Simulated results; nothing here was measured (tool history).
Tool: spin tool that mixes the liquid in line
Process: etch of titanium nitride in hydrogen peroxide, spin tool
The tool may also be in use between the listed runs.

run,hour,temperature setpoint of the liquid (°C),concentration of hydrogen peroxide in the mixed liquid (% by weight),time under the liquid (s),thickness taken off the titanium nitride on a monitor wafer (angstrom)
1,0,46,23.5,305,79.397
2,7.7,46,25,305,79.911
3,14,44,25,305,68.33
4,18.8,44,25,305,69.411
5,22.6,42,25,305,59.258
6,30,42,22.5,305,57.874
7,31.1,41,22.5,305,53.802
8,40,40,22.5,305,49.114
9,41.4,39.5,22.5,305,47.942
10,49.6,39,22.5,305,46.032

Forecast run 11:
11,56.2,38.5,22.5,305,?

thickness taken off the titanium nitride on a monitor wafer (angstrom): 44.402

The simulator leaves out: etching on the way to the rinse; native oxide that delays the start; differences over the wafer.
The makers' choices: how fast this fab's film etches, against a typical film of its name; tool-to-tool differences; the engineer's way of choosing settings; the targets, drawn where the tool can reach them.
